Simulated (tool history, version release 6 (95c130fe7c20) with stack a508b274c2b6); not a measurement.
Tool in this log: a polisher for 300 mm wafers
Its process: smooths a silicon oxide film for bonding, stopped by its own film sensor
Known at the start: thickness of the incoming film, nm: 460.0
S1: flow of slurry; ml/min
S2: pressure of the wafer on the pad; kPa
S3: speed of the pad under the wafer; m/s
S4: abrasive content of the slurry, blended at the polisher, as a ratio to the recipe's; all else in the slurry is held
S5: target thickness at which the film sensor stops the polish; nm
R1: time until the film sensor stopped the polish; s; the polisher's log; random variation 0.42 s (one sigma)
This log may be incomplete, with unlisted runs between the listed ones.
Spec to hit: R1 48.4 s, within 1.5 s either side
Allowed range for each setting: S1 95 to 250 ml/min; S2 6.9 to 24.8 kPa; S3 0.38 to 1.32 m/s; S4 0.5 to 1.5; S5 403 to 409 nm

run	hour	S1	S2	S3	S4	S5	R1
1	0	160	15.9	0.84	1	403	85.949
2	8.7	180	15.9	0.84	1	403	82.97
3	12.5	180	15.9	0.7	1	403	97.174
4	15.4	185	17.2	0.72	1	403	87.344
5	21.1	185	17.2	0.72	0.8	403	99.178
6	27.5	185	20.7	0.72	0.8	403	81.975
7	31.5	185	21.4	0.76	0.8	403	75.616
# hour 37.5: slurry blender recalibrated
8	37.5	185	22.1	0.78	0.8	403	64.747

Next run, 4 choices. One meets every target within its allowed miss, the rest don't. Which?
A	43.5	155	24.1	0.7	1.25	403	?
B	43.5	180	22.8	0.92	0.65	406	?
C	43.5	185	22.8	0.8	1.05	408	?
D	43.5	180	20.7	0.84	0.9	409	?

move	R1
A	52.214
B	57.727
C	47.75
D	53.513
A: nearer than the last run, and not there yet
B: nearer than the last run, and not there yet
C: every result lands within tolerance
D: nearer than the last run, and not there yet
C is the move that brings every result within its allowed miss.
